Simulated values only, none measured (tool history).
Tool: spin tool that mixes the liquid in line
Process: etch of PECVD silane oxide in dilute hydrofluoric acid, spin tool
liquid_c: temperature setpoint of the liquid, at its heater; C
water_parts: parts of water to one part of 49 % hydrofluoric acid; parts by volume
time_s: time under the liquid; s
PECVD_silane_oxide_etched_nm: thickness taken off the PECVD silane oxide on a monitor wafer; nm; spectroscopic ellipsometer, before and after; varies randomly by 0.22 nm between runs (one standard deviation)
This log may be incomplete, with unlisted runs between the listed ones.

run	day	liquid_c	water_parts	time_s	PECVD_silane_oxide_etched_nm
1	0.000	25.0	255	110	10.7090
2	0.042	27.5	255	110	11.5660
3	0.400	31.0	255	110	13.3500
4	0.542	31.0	295	110	10.7970
5	0.829	31.0	350	110	8.6359
6	0.862	31.5	285	110	11.4980
7	1.229	32.0	235	110	15.1290
8	1.596	32.0	205	110	18.2320
9	1.821	32.0	185	110	20.5350
10	2.138	32.0	170	110	22.6540
11	2.329	32.0	160	110	24.6180

Run 12, settings as shown, results not yet in. Your forecast:
12	2.600	32.0	155	110	?

PECVD_silane_oxide_etched_nm: 25.6280 nm
